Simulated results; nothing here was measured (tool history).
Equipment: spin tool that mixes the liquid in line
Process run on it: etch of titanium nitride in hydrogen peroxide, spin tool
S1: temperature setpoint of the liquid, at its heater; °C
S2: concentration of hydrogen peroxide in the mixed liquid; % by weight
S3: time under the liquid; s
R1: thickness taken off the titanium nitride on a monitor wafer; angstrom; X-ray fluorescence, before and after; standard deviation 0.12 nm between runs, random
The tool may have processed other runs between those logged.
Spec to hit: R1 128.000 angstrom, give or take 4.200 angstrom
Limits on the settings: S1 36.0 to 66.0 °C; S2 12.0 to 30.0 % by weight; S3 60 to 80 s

run 1 hour=0.0 | S1=52.0 S2=23.0 S3=80 | R1=68.652
run 2 hour=5.0 | S1=52.0 S2=23.0 S3=60 | R1=52.079
run 3 hour=9.6 | S1=55.5 S2=23.0 S3=60 | R1=65.897
run 4 hour=15.0 | S1=55.5 S2=23.0 S3=60 | R1=66.449
run 5 hour=24.0 | S1=58.5 S2=23.5 S3=60 | R1=83.265
run 6 hour=30.7 | S1=60.5 S2=23.5 S3=60 | R1=93.420
run 7 hour=31.7 | S1=62.0 S2=23.5 S3=60 | R1=101.440
run 8 hour=37.3 | S1=63.0 S2=23.5 S3=60 | R1=110.210
run 9 hour=44.0 | S1=63.5 S2=23.5 S3=60 | R1=114.790
run 10 hour=44.8 | S1=64.0 S2=23.5 S3=60 | R1=117.770

5 candidate next runs follow, results not yet known. Just one meets every target within its allowed miss. Identify it.
run A hour=45.6 | S1=60.5 S2=26.0 S3=75 | R1=?
run B hour=45.6 | S1=61.5 S2=17.5 S3=75 | R1=?
run C hour=45.6 | S1=62.5 S2=25.0 S3=60 | R1=?
run D hour=45.6 | S1=63.0 S2=23.5 S3=70 | R1=?
run E hour=45.6 | S1=62.0 S2=24.0 S3=60 | R1=?

move=A R1=118.790
move=B R1=116.700
move=C R1=107.800
move=D R1=128.310
move=E R1=103.330
A: an improvement on the last run, though not all results are within tolerance
B: misses by more than the last run did
C: misses by more than the last run did
D: in spec on every target
E: misses by more than the last run did
Go with D: it meets all targets.
